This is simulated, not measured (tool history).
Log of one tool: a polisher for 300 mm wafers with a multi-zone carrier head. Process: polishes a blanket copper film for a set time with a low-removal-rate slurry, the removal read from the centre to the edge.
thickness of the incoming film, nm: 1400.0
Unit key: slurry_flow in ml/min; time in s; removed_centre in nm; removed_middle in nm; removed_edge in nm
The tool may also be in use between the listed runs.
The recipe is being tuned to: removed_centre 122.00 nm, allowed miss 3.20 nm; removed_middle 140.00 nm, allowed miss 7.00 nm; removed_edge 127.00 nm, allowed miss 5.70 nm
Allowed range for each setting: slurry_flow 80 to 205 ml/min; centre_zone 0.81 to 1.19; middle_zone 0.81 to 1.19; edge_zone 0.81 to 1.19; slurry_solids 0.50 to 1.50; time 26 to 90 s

run 1 hour=0.0 | slurry_flow=135 centre_zone=1.00 middle_zone=1.00 edge_zone=1.00 slurry_solids=1.00 time=58 | removed_centre=195.31 removed_middle=197.24 removed_edge=201.62
run 2 hour=6.4 | slurry_flow=130 centre_zone=0.98 middle_zone=1.01 edge_zone=0.97 slurry_solids=0.90 time=55 | removed_centre=178.53 removed_middle=180.09 removed_edge=183.35
run 3 hour=8.1 | slurry_flow=125 centre_zone=0.95 middle_zone=1.04 edge_zone=0.94 slurry_solids=0.80 time=53 | removed_centre=159.11 removed_middle=172.60 removed_edge=168.67
run 4 hour=9.5 | slurry_flow=125 centre_zone=0.95 middle_zone=1.04 edge_zone=0.99 slurry_solids=0.80 time=53 | removed_centre=158.26 removed_middle=170.22 removed_edge=172.43
run 5 hour=11.1 | slurry_flow=125 centre_zone=0.94 middle_zone=1.05 edge_zone=0.96 slurry_solids=0.75 time=51 | removed_centre=151.29 removed_middle=162.92 removed_edge=157.13
run 6 hour=16.1 | slurry_flow=125 centre_zone=0.94 middle_zone=1.12 edge_zone=0.96 slurry_solids=0.75 time=51 | removed_centre=150.54 removed_middle=170.73 removed_edge=157.16
run 7 hour=22.3 | slurry_flow=120 centre_zone=0.93 middle_zone=1.11 edge_zone=0.94 slurry_solids=0.70 time=50 | removed_centre=141.97 removed_middle=160.55 removed_edge=153.99
run 8 hour=24.2 | slurry_flow=130 centre_zone=0.97 middle_zone=1.18 edge_zone=0.88 slurry_solids=0.50 time=40 | removed_centre=114.32 removed_middle=130.38 removed_edge=112.55
run 9 hour=25.6 | slurry_flow=135 centre_zone=0.97 middle_zone=1.18 edge_zone=0.91 slurry_solids=0.50 time=40 | removed_centre=114.31 removed_middle=130.14 removed_edge=114.49
run 10 hour=34.3 | slurry_flow=140 centre_zone=0.97 middle_zone=1.18 edge_zone=0.93 slurry_solids=0.55 time=40 | removed_centre=117.82 removed_middle=136.81 removed_edge=118.42
run 11 hour=36.8 | slurry_flow=140 centre_zone=0.97 middle_zone=1.17 edge_zone=0.95 slurry_solids=0.55 time=40 | removed_centre=118.77 removed_middle=132.58 removed_edge=118.00

Below are 4 possible settings for the next run. Only one of them brings all results inside the allowed miss of their targets. Which is it?
run A hour=39.3 | slurry_flow=180 centre_zone=1.01 middle_zone=1.19 edge_zone=1.01 slurry_solids=0.75 time=34 | removed_centre=? removed_middle=? removed_edge=?
run B hour=39.3 | slurry_flow=155 centre_zone=1.00 middle_zone=1.19 edge_zone=0.88 slurry_solids=0.50 time=40 | removed_centre=? removed_middle=? removed_edge=?
run C hour=39.3 | slurry_flow=100 centre_zone=0.99 middle_zone=1.04 edge_zone=1.00 slurry_solids=0.65 time=44 | removed_centre=? removed_middle=? removed_edge=?
run D hour=39.3 | slurry_flow=130 centre_zone=0.94 middle_zone=1.14 edge_zone=0.92 slurry_solids=0.50 time=44 | removed_centre=? removed_middle=? removed_edge=?

move=A removed_centre=116.70 removed_middle=129.76 removed_edge=113.56
move=B removed_centre=121.59 removed_middle=137.03 removed_edge=115.44
move=C removed_centre=122.49 removed_middle=129.08 removed_edge=129.08
move=D removed_centre=120.26 removed_middle=140.74 removed_edge=125.36
A: misses by more than the last run did
B: misses by more than the last run did
C: gets the furthest-off result to its target, but another result is out of tolerance
D: in spec on every target
The right move is D.
